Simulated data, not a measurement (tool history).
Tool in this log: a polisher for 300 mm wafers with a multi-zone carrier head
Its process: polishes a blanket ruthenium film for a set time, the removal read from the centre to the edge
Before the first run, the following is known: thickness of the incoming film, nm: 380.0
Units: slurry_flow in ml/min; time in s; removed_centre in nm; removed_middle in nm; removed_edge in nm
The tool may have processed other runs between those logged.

run 1 hour=0.0 | slurry_flow=295 centre_zone=1.00 middle_zone=1.00 edge_zone=1.00 time=38 | removed_centre=46.391 removed_middle=55.194 removed_edge=54.658
run 2 hour=6.9 | slurry_flow=295 centre_zone=1.00 middle_zone=1.00 edge_zone=0.92 time=38 | removed_centre=45.107 removed_middle=53.718 removed_edge=53.314
run 3 hour=11.4 | slurry_flow=295 centre_zone=1.00 middle_zone=1.00 edge_zone=0.92 time=47 | removed_centre=56.714 removed_middle=66.664 removed_edge=67.397
run 4 hour=18.8 | slurry_flow=295 centre_zone=1.03 middle_zone=0.99 edge_zone=0.91 time=40 | removed_centre=50.711 removed_middle=56.659 removed_edge=55.781
run 5 hour=26.3 | slurry_flow=295 centre_zone=1.10 middle_zone=0.99 edge_zone=0.91 time=40 | removed_centre=54.217 removed_middle=55.476 removed_edge=56.211
run 6 hour=32.5 | slurry_flow=295 centre_zone=1.09 middle_zone=0.98 edge_zone=0.90 time=34 | removed_centre=44.303 removed_middle=47.571 removed_edge=48.062
run 7 hour=41.5 | slurry_flow=295 centre_zone=1.11 middle_zone=0.99 edge_zone=0.89 time=30 | removed_centre=40.746 removed_middle=42.425 removed_edge=41.204

What does the tool deliver on the next run?
-- hour=48.2 centre zone pressure recalibrated
run 8 hour=48.2 | slurry_flow=295 centre_zone=1.11 middle_zone=0.98 edge_zone=0.88 time=28 | removed_centre=? removed_middle=? removed_edge=?

{"run 8": {"removed_centre": 42.668, "removed_middle": 38.621, "removed_edge": 38.693}}
